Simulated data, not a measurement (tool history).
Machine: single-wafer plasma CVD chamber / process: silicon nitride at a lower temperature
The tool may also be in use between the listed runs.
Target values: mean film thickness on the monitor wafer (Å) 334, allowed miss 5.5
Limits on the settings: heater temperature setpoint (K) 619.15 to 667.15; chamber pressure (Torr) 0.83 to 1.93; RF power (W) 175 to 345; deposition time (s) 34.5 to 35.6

run,hour,heater temperature setpoint (K),chamber pressure (Torr),RF power (W),deposition time (s),mean film thickness on the monitor wafer (Å)
1,0,643.15,1.38,260,34.5,356.31
2,7.4,643.15,1.34,260,34.5,356.94
3,9.7,643.15,1.34,260,35.6,366.12
4,15.4,643.15,1.34,260,34.5,356.94
5,16.6,643.15,1.58,260,34.5,368.17
6,17.6,643.15,1.51,260,34.5,363.73
7,19.1,643.15,1.45,260,34.5,361.89
8,23.1,643.15,1.45,260,34.5,360.5
9,23.9,643.15,1.39,260,34.5,360.69
10,31.8,643.15,1.34,255,34.5,351.92

Exercise: of the 5 proposed moves below, exactly one satisfies all targets within the stated allowed misses. Which move is it?
A,39.7,633.15,1.33,265,34.7,?
B,39.7,655.15,1.24,245,34.5,?
C,39.7,634.15,0.99,245,34.5,?
D,39.7,652.15,1.26,225,34.5,?
E,39.7,641.15,1.39,265,35.6,?

move,mean film thickness on the monitor wafer (Å)
A,363.6
B,336.18
C,324.33
D,320.75
E,375.1
A: moves away from the targets compared with the last run
B: meets every target
C: takes the result that was furthest off past its target
D: takes the result that was furthest off past its target
E: moves away from the targets compared with the last run
Answer: B
